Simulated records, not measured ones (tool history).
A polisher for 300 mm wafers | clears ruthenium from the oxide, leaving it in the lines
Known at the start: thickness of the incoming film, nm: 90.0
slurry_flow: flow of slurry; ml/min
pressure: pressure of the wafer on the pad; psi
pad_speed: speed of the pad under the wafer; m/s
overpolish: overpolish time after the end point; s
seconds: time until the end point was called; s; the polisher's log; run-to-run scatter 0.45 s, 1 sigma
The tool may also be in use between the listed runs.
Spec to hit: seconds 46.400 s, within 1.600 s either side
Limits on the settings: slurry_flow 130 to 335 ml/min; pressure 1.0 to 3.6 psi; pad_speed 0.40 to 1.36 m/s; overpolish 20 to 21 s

run 1 hour=0.0 | slurry_flow=215 pressure=2.3 pad_speed=0.88 overpolish=20 | seconds=69.403
run 2 hour=7.7 | slurry_flow=215 pressure=2.3 pad_speed=0.88 overpolish=21 | seconds=69.670
run 3 hour=11.0 | slurry_flow=215 pressure=2.5 pad_speed=0.88 overpolish=21 | seconds=66.303
run 4 hour=12.3 | slurry_flow=170 pressure=2.5 pad_speed=0.88 overpolish=21 | seconds=67.578
run 5 hour=15.1 | slurry_flow=170 pressure=2.0 pad_speed=0.88 overpolish=21 | seconds=76.726
run 6 hour=19.5 | slurry_flow=170 pressure=2.0 pad_speed=1.00 overpolish=21 | seconds=68.211
run 7 hour=24.6 | slurry_flow=185 pressure=2.6 pad_speed=1.02 overpolish=21 | seconds=56.617
run 8 hour=32.4 | slurry_flow=185 pressure=2.8 pad_speed=1.02 overpolish=21 | seconds=55.443

Consider the 5 candidate settings below. Which is the only one whose results all fall within their allowed miss of target?
run A hour=40.2 | slurry_flow=165 pressure=2.7 pad_speed=1.16 overpolish=21 | seconds=?
run B hour=40.2 | slurry_flow=190 pressure=2.7 pad_speed=1.34 overpolish=21 | seconds=?
run C hour=40.2 | slurry_flow=215 pressure=3.3 pad_speed=1.06 overpolish=21 | seconds=?
run D hour=40.2 | slurry_flow=205 pressure=3.4 pad_speed=1.12 overpolish=21 | seconds=?
run E hour=40.2 | slurry_flow=175 pressure=3.2 pad_speed=1.04 overpolish=21 | seconds=?

move=A seconds=51.019
move=B seconds=43.393
move=C seconds=46.676
move=D seconds=43.690
move=E seconds=50.088
A: nearer than the last run, and not there yet
B: pushes the last run's worst result past its target
C: meets every target
D: pushes the last run's worst result past its target
E: nearer than the last run, and not there yet
C is the move that brings every result within its allowed miss.
